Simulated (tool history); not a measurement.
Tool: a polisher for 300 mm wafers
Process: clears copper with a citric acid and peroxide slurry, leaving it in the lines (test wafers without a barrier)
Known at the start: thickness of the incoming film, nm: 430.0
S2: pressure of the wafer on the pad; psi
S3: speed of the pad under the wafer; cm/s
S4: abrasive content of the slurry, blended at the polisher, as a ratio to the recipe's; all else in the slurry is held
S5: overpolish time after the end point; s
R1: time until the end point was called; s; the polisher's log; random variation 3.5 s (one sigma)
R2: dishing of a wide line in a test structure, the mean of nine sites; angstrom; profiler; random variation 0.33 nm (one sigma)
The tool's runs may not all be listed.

run 1 hour=0.0 | flow_of_slurry_(ml/min)=200 S2=3.3 S3=112 S4=1.0 S5=16 | R1=144.04 R2=323.26
run 2 hour=6.7 | flow_of_slurry_(ml/min)=200 S2=3.8 S3=112 S4=1.0 S5=16 | R1=127.39 R2=376.36
run 3 hour=7.9 | flow_of_slurry_(ml/min)=200 S2=3.8 S3=112 S4=1.1 S5=16 | R1=123.64 R2=382.68
run 4 hour=14.0 | flow_of_slurry_(ml/min)=195 S2=3.4 S3=104 S4=1.1 S5=18 | R1=149.05 R2=360.49
run 5 hour=16.8 | flow_of_slurry_(ml/min)=195 S2=3.1 S3=98 S4=1.1 S5=19 | R1=174.16 R2=331.62
run 6 hour=18.5 | flow_of_slurry_(ml/min)=240 S2=3.1 S3=98 S4=1.1 S5=19 | R1=168.27 R2=327.29

Forecast run 7:
run 7 hour=25.2 | flow_of_slurry_(ml/min)=235 S2=2.8 S3=94 S4=1.1 S5=20 | R1=? R2=?

R1: 192.55 s
R2: 312.11 angstrom
